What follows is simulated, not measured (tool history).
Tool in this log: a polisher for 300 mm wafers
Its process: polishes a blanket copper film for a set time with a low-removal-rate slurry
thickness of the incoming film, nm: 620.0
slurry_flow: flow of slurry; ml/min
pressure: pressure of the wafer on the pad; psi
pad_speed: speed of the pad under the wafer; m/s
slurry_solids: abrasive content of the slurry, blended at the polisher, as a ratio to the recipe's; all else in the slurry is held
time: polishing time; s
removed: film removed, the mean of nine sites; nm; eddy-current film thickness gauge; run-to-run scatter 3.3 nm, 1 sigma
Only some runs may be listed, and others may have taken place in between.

Run 1, hour 0: slurry_flow 260 ml/min, pressure 2 psi, pad_speed 0.9 m/s, slurry_solids 1, time 90 s. Result: removed 183.94 nm.
Run 2, hour 2.1: slurry_flow 260 ml/min, pressure 2 psi, pad_speed 0.9 m/s, slurry_solids 1.2, time 90 s. Result: removed 190.91 nm.
Run 3, hour 11: slurry_flow 260 ml/min, pressure 2.2 psi, pad_speed 0.9 m/s, slurry_solids 1.2, time 90 s. Result: removed 207.57 nm.
Run 4, hour 11.9: slurry_flow 260 ml/min, pressure 2.4 psi, pad_speed 0.9 m/s, slurry_solids 1.2, time 90 s. Result: removed 226.85 nm.
Run 5, hour 20.2: slurry_flow 260 ml/min, pressure 2.5 psi, pad_speed 0.9 m/s, slurry_solids 1.2, time 90 s. Result: removed 238.23 nm.
Run 6, hour 26.3: slurry_flow 260 ml/min, pressure 2.5 psi, pad_speed 0.7 m/s, slurry_solids 1.2, time 90 s. Result: removed 203.35 nm.
Run 7, hour 35.2: slurry_flow 260 ml/min, pressure 2.5 psi, pad_speed 0.7 m/s, slurry_solids 1.2, time 90 s. Result: removed 198.12 nm.
Run 8, hour 38.4: slurry_flow 260 ml/min, pressure 3.1 psi, pad_speed 0.82 m/s, slurry_solids 1.2, time 90 s. Result: removed 270.02 nm.

Run 9 has not been measured yet. What should we expect?
Run 9, hour 42.4: slurry_flow 260 ml/min, pressure 3.1 psi, pad_speed 0.84 m/s, slurry_solids 1.2, time 90 s. Result: removed ?.

removed: 281.7 nm

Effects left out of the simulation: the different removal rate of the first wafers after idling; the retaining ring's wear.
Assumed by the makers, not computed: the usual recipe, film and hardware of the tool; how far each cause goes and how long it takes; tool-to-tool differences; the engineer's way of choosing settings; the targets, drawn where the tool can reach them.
